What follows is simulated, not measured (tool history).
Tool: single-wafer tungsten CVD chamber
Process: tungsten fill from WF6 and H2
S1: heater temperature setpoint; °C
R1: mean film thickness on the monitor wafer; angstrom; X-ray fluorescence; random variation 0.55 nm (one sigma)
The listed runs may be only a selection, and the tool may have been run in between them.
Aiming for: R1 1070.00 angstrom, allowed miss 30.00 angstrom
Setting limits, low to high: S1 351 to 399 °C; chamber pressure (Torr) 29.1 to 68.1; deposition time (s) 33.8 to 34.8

Run 1, hour 0.0: S1 375 °C, chamber pressure (Torr) 48.6, deposition time (s) 33.8. Result: R1 730.61 angstrom.
Run 2, hour 4.9: S1 375 °C, chamber pressure (Torr) 48.6, deposition time (s) 34.8. Result: R1 754.23 angstrom.
Run 3, hour 7.9: S1 379 °C, chamber pressure (Torr) 48.9, deposition time (s) 34.8. Result: R1 817.97 angstrom.
Run 4, hour 16.8: S1 379 °C, chamber pressure (Torr) 56.3, deposition time (s) 34.8. Result: R1 871.17 angstrom.
Run 5, hour 17.7: S1 379 °C, chamber pressure (Torr) 56.3, deposition time (s) 33.8. Result: R1 851.19 angstrom.
Run 6, hour 24.5: S1 382 °C, chamber pressure (Torr) 56.5, deposition time (s) 33.8. Result: R1 905.34 angstrom.
Run 7, hour 31.3: S1 382 °C, chamber pressure (Torr) 56.5, deposition time (s) 33.8. Result: R1 906.28 angstrom.
Run 8, hour 35.8: S1 382 °C, chamber pressure (Torr) 56.5, deposition time (s) 33.8. Result: R1 907.71 angstrom.
Run 9, hour 42.3: S1 384 °C, chamber pressure (Torr) 56.6, deposition time (s) 33.8. Result: R1 932.03 angstrom.
Run 10, hour 46.0: S1 384 °C, chamber pressure (Torr) 56.6, deposition time (s) 33.8. Result: R1 937.75 angstrom.
Run 11, hour 49.3: S1 386 °C, chamber pressure (Torr) 56.7, deposition time (s) 33.8. Result: R1 975.01 angstrom.
Run 12, hour 50.3: S1 386 °C, chamber pressure (Torr) 56.7, deposition time (s) 33.8. Result: R1 974.51 angstrom.
Run 13, hour 54.0: S1 387 °C, chamber pressure (Torr) 56.8, deposition time (s) 33.8. Result: R1 991.51 angstrom.
Run 14, hour 59.2: S1 388 °C, chamber pressure (Torr) 56.9, deposition time (s) 33.8. Result: R1 1016.10 angstrom.
Run 15, hour 67.1: S1 389 °C, chamber pressure (Torr) 56.9, deposition time (s) 33.8. Result: R1 1028.80 angstrom.

Below are 4 possible settings for the next run. Only one of them brings all results inside the allowed miss of their targets. Which is it?
Run A, hour 75.0: S1 387 °C, chamber pressure (Torr) 62.3, deposition time (s) 34.8. Result: R1 ?.
Run B, hour 75.0: S1 386 °C, chamber pressure (Torr) 55.0, deposition time (s) 33.9. Result: R1 ?.
Run C, hour 75.0: S1 386 °C, chamber pressure (Torr) 56.5, deposition time (s) 33.8. Result: R1 ?.
Run D, hour 75.0: S1 387 °C, chamber pressure (Torr) 47.2, deposition time (s) 34.3. Result: R1 ?.

move       R1
   A  1066.60
   B   961.94
   C   971.19
   D   922.62
A: every result lands within tolerance
B: further off than the last run
C: further off than the last run
D: further off than the last run
So the answer is move A, the one that meets all the targets.
